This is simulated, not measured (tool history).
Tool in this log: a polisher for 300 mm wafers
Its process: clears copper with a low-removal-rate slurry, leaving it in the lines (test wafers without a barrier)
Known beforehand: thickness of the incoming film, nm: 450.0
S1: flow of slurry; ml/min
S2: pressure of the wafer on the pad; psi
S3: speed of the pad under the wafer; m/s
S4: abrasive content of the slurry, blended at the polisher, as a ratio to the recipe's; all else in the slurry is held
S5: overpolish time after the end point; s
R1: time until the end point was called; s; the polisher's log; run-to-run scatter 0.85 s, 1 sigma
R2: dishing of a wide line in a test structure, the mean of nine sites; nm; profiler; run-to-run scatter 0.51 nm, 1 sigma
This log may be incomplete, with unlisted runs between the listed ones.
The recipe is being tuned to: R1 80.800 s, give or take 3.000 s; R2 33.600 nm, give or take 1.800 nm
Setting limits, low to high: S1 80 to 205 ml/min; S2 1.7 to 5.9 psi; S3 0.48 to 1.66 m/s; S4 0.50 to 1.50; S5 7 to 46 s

run	hour	S1	S2	S3	S4	S5	R1	R2
1	0.0	135	3.8	1.06	1.00	24	122.850	56.319
2	4.3	140	3.9	1.08	1.00	22	115.030	52.420
3	10.3	140	3.9	1.08	1.00	32	118.300	72.493
4	13.7	150	4.0	1.08	0.95	29	110.250	68.028
5	22.2	175	4.0	1.08	0.95	29	108.880	69.629
6	23.2	180	4.1	1.08	0.90	26	107.130	65.936
7	31.6	165	4.1	1.10	1.00	23	106.430	57.329
8	36.9	170	4.2	1.10	1.05	21	102.140	57.027
9	42.0	160	4.2	1.14	1.00	19	101.190	52.783
10	49.5	125	5.2	1.36	0.75	8	78.910	30.643
11	55.2	125	5.2	1.36	0.75	8	77.977	30.224
12	57.2	115	5.1	1.36	0.75	13	81.073	47.197
13	58.3	150	4.8	1.36	0.75	12	83.253	42.868
14	59.0	145	4.9	1.34	0.75	12	82.443	43.348
15	60.7	140	4.9	1.34	0.75	12	81.538	42.609
16	66.0	135	4.9	1.34	0.75	12	82.592	43.041
17	68.7	135	4.9	1.32	0.80	12	84.232	42.145
18	74.8	135	5.0	1.30	0.80	12	81.494	44.202
19	78.2	135	5.0	1.32	0.80	11	80.242	39.010
20	85.8	125	5.0	1.30	0.85	10	83.592	36.541

Next run, 4 choices. One meets every target within its allowed miss, the rest don't. Which?
A	93.4	150	5.1	1.14	0.75	13	?	?
B	93.4	145	5.1	1.22	0.95	9	?	?
C	93.4	135	4.8	1.42	0.85	11	?	?
D	93.4	120	4.9	1.36	0.95	11	?	?

move	R1	R2
A	88.693	43.431
B	81.946	33.460
C	79.190	41.309
D	81.310	40.373
A: the biggest miss grows against the last run
B: hits every target within its allowed miss
C: the biggest miss grows against the last run
D: the biggest miss grows against the last run
Go with B: it meets all targets.
